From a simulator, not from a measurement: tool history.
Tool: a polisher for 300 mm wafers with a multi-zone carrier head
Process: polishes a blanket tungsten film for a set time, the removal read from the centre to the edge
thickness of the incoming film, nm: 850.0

| run | hour | flow of slurry (ml/min) | pressure of the head's centre zone | pressure of the head's middle zone | pressure of the head's edge zone | abrasive content of the slurry | polishing time (s) | film removed at the wafer's centre (angstrom) | film removed at mid-radius (angstrom) | film removed at the wafer's edge (angstrom) |
|---|---|---|---|---|---|---|---|---|---|---|
| 1 | 0.0 | 190 | 1.00 | 1.00 | 1.00 | 1.00 | 45 | 1692.7 | 1714.8 | 1696.4 |
| 2 | 3.2 | 190 | 0.92 | 1.00 | 1.00 | 1.00 | 45 | 1567.7 | 1701.0 | 1720.9 |
| 3 | 8.7 | 200 | 0.97 | 0.97 | 1.02 | 1.05 | 45 | 1713.7 | 1692.0 | 1770.8 |
| 4 | 9.6 | 200 | 0.97 | 0.97 | 1.02 | 0.90 | 45 | 1639.1 | 1668.2 | 1678.1 |
| 5 | 13.9 | 210 | 1.00 | 0.96 | 1.04 | 1.00 | 45 | 1717.2 | 1684.7 | 1797.5 |
| 6 | 18.2 | 210 | 1.00 | 1.02 | 1.04 | 1.00 | 45 | 1751.0 | 1756.5 | 1789.5 |
| 7 | 25.4 | 220 | 1.04 | 1.01 | 1.05 | 1.05 | 45 | 1805.4 | 1812.4 | 1851.4 |
| 8 | 31.4 | 220 | 1.07 | 0.97 | 1.04 | 1.10 | 46 | 1909.6 | 1783.0 | 1920.5 |
| 9 | 38.9 | 225 | 1.09 | 0.95 | 1.02 | 1.15 | 46 | 2013.5 | 1787.0 | 1876.9 |
| 10 | 43.4 | 230 | 1.11 | 0.94 | 1.03 | 1.15 | 46 | 2016.5 | 1747.0 | 1858.1 |
| 11 | 45.4 | 230 | 1.11 | 0.94 | 1.03 | 1.15 | 46 | 2066.3 | 1791.6 | 1850.9 |
| 12 | 47.4 | 245 | 1.16 | 0.87 | 1.13 | 1.25 | 46 | 2190.8 | 1700.5 | 2050.9 |

Forecast run 13:
| 13 | 52.2 | 250 | 1.16 | 0.87 | 1.12 | 1.25 | 46 | ? | ? | ? |

Run 13 gave film removed at the wafer's centre (angstrom) 2238.2, film removed at mid-radius (angstrom) 1706.7, film removed at the wafer's edge (angstrom) 2031.3.
